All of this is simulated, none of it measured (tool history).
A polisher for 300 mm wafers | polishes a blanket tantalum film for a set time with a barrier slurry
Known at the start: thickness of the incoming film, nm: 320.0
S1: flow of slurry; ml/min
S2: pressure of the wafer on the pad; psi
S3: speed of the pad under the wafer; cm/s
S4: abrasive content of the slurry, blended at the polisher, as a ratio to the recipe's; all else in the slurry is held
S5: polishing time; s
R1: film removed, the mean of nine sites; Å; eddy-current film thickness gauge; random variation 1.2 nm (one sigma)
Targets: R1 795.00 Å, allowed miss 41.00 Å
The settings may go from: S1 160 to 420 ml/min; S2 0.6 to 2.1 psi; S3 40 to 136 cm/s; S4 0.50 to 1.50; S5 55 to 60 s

| run | hour | S1 | S2 | S3 | S4 | S5 | R1 |
|---|---|---|---|---|---|---|---|
| 1 | 0.0 | 270 | 1.3 | 88 | 1.00 | 60 | 584.11 |
| 2 | 4.6 | 310 | 1.3 | 88 | 1.00 | 60 | 591.67 |
| 3 | 11.7 | 310 | 1.3 | 88 | 1.00 | 60 | 602.60 |
| 4 | 19.4 | 310 | 1.3 | 88 | 1.10 | 60 | 627.96 |
| 5 | 21.0 | 310 | 1.2 | 88 | 1.10 | 60 | 579.75 |
| 6 | 28.8 | 310 | 1.3 | 88 | 1.10 | 60 | 629.93 |
| 7 | 36.2 | 310 | 1.4 | 88 | 1.10 | 60 | 664.77 |
| 8 | 40.9 | 310 | 1.5 | 88 | 1.10 | 60 | 717.20 |

5 next moves are on the table. One of them brings every result within its allowed miss. Which?
| A | 45.6 | 345 | 1.5 | 94 | 1.00 | 59 | ? |
| B | 45.6 | 345 | 1.4 | 98 | 1.25 | 60 | ? |
| C | 45.6 | 280 | 1.4 | 100 | 0.95 | 59 | ? |
| D | 45.6 | 260 | 1.5 | 84 | 1.10 | 58 | ? |
| E | 45.6 | 330 | 1.5 | 90 | 1.05 | 59 | ? |

| move | R1 |
|---|---|
| A | 740.06 |
| B | 787.90 |
| C | 707.95 |
| D | 658.01 |
| E | 719.37 |
A: nearer than the last run, and not there yet
B: meets every target
C: further off than the last run
D: further off than the last run
E: as far off as the last run
The right move is B.

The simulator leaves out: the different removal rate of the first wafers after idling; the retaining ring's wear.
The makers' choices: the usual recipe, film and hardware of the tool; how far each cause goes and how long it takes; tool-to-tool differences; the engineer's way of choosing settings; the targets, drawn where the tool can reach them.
